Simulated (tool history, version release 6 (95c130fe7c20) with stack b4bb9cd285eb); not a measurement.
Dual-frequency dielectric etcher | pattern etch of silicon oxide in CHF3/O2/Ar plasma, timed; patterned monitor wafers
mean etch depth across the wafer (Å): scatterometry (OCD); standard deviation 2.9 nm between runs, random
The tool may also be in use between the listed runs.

| run | day | source power (kW) | bias power (kW) | etch time (s) | mean etch depth across the wafer (Å) |
|---|---|---|---|---|---|
| 1 | 0.000 | 0.500 | 0.234 | 314.5 | 6297.1 |
| 2 | 0.079 | 0.500 | 0.197 | 314.5 | 5879.7 |
| 3 | 0.379 | 0.560 | 0.197 | 314.5 | 6235.3 |
| 4 | 0.708 | 0.650 | 0.197 | 314.5 | 6593.9 |
| 5 | 1.004 | 0.610 | 0.192 | 314.0 | 6410.4 |
| 6 | 1.329 | 0.610 | 0.192 | 314.5 | 6423.8 |
| 7 | 1.604 | 0.610 | 0.192 | 314.5 | 6315.5 |
| 8 | 1.904 | 0.580 | 0.189 | 314.0 | 6230.8 |
| 9 | 1.992 | 0.550 | 0.185 | 313.5 | 6071.8 |

Predict the results of run 10:
| 10 | 2.025 | 0.530 | 0.181 | 313.0 | ? |

mean etch depth across the wafer (Å): 5955.8
